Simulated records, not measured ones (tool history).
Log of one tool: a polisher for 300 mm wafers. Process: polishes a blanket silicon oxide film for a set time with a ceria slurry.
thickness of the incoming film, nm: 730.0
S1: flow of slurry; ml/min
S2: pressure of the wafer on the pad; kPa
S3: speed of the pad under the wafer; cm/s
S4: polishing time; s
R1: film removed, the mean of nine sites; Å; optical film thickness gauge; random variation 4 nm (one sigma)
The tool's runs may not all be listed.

| run | hour | S1 | S2 | S3 | S4 | R1 |
|---|---|---|---|---|---|---|
| 1 | 0.0 | 235 | 21.4 | 142 | 53 | 2647.4 |
| 2 | 8.3 | 275 | 21.4 | 142 | 53 | 2798.5 |
| 3 | 13.8 | 280 | 22.1 | 142 | 53 | 2782.3 |
| 4 | 14.9 | 280 | 22.1 | 142 | 55 | 2929.4 |
| 5 | 18.8 | 280 | 18.6 | 142 | 55 | 2460.3 |
| 6 | 21.5 | 280 | 21.4 | 142 | 55 | 2846.3 |

For run 7, what comes out?
| 7 | 22.5 | 280 | 22.1 | 142 | 55 | ? |

Run 7 produced R1 2918.3 Å.
